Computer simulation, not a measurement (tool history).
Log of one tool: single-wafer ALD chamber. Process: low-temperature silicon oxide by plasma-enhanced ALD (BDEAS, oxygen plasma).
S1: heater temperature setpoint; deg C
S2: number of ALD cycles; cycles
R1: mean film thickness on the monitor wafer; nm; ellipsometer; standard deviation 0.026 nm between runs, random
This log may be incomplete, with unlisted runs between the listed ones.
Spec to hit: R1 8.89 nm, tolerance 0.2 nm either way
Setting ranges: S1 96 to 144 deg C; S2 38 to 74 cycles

run,hour,S1,S2,R1
1,0,120,56,8.081
2,8.3,120,51,7.3847
3,16.1,120,44,6.38
4,22.7,111,44,6.4788
5,24.2,111,48,7.0529
6,27.1,111,50,7.3742
# hour 33.3: thermocouple changed; heater temperature recalibrated
7,33.3,110,51,7.4247
8,37.5,110,52,7.5749

Next run, 4 choices. One meets every target within its allowed miss, the rest don't. Which?
A,41.7,104,60,?
B,41.7,113,49,?
C,41.7,110,48,?
D,41.7,120,65,?

move,R1
A,8.8305
B,7.0988
C,6.9907
D,9.3003
A: all results land within tolerance of their targets
B: the biggest miss grows against the last run
C: the biggest miss grows against the last run
D: carries the result that was furthest off beyond its target, to the other side
So the answer is move A, the one that meets all the targets.
